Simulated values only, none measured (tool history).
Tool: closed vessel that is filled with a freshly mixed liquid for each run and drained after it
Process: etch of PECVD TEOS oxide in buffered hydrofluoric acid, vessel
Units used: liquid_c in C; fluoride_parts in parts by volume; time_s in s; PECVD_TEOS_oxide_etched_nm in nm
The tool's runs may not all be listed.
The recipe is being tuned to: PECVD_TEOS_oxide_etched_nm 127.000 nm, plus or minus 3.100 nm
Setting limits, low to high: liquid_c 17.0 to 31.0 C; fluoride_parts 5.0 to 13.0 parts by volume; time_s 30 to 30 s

run,hour,liquid_c,fluoride_parts,time_s,PECVD_TEOS_oxide_etched_nm
1,0.0,23.0,8.0,30,73.604
2,1.3,24.5,8.0,30,80.165
3,3.3,21.0,8.0,30,65.771
4,12.0,21.0,8.0,30,66.714
5,14.3,21.0,7.0,30,76.947
6,21.9,21.0,5.0,30,102.750
7,24.1,22.0,5.0,30,108.340
8,25.5,25.5,5.0,30,132.100

Pick the move, out of 5, that brings all results within their allowed miss; only one does.
A,26.9,24.0,5.0,30,?
B,26.9,25.0,5.5,30,?
C,26.9,26.5,5.0,30,?
D,26.9,25.0,5.0,30,?
E,26.9,23.5,5.0,30,?

move,PECVD_TEOS_oxide_etched_nm
A,120.420
B,117.290
C,137.790
D,127.120
E,117.180
A: moves the result that the last run missed by most past its target, out the other side
B: moves the result that the last run missed by most past its target, out the other side
C: its largest miss is bigger than the last run's
D: in spec on every target
E: moves the result that the last run missed by most past its target, out the other side
Answer: D
